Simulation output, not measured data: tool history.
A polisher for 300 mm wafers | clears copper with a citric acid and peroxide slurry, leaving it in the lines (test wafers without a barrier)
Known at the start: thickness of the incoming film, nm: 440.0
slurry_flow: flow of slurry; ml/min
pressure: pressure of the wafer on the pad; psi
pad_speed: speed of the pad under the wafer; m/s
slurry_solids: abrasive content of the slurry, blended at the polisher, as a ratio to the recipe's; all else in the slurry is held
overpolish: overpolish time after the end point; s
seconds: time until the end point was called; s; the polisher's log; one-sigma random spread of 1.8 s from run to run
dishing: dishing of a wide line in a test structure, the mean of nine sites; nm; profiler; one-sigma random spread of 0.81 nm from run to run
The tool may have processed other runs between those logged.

{"run": 1, "day": 0.0, "slurry_flow": 175, "pressure": 3.6, "pad_speed": 1.16, "slurry_solids": 1.0, "overpolish": 22, "seconds": 130.26, "dishing": 48.042}
{"run": 2, "day": 0.208, "slurry_flow": 205, "pressure": 3.6, "pad_speed": 1.16, "slurry_solids": 1.0, "overpolish": 22, "seconds": 124.17, "dishing": 48.043}
{"run": 3, "day": 0.233, "slurry_flow": 190, "pressure": 3.8, "pad_speed": 1.16, "slurry_solids": 1.0, "overpolish": 24, "seconds": 120.8, "dishing": 54.056}
{"run": 4, "day": 0.521, "slurry_flow": 180, "pressure": 3.9, "pad_speed": 1.16, "slurry_solids": 1.0, "overpolish": 26, "seconds": 118.43, "dishing": 59.948}
{"run": 5, "day": 0.829, "slurry_flow": 170, "pressure": 4.0, "pad_speed": 1.16, "slurry_solids": 1.0, "overpolish": 27, "seconds": 117.47, "dishing": 61.803}
{"run": 6, "day": 1.117, "slurry_flow": 165, "pressure": 4.1, "pad_speed": 1.16, "slurry_solids": 1.0, "overpolish": 28, "seconds": 115.82, "dishing": 65.073}
{"run": 7, "day": 1.438, "slurry_flow": 165, "pressure": 4.1, "pad_speed": 1.16, "slurry_solids": 1.0, "overpolish": 29, "seconds": 114.92, "dishing": 66.05}
{"run": 8, "day": 1.633, "slurry_flow": 165, "pressure": 4.1, "pad_speed": 1.16, "slurry_solids": 1.0, "overpolish": 30, "seconds": 111.55, "dishing": 69.288}
{"run": 9, "day": 1.888, "slurry_flow": 160, "pressure": 4.1, "pad_speed": 1.16, "slurry_solids": 1.0, "overpolish": 31, "seconds": 113.86, "dishing": 70.872}

What does the tool deliver on the next run?
{"run": 10, "day": 1.946, "slurry_flow": 160, "pressure": 4.1, "pad_speed": 1.16, "slurry_solids": 1.0, "overpolish": 32, "seconds": "?", "dishing": "?"}

For run 10 the tool returned seconds 111.66 s, dishing 72.508 nm.
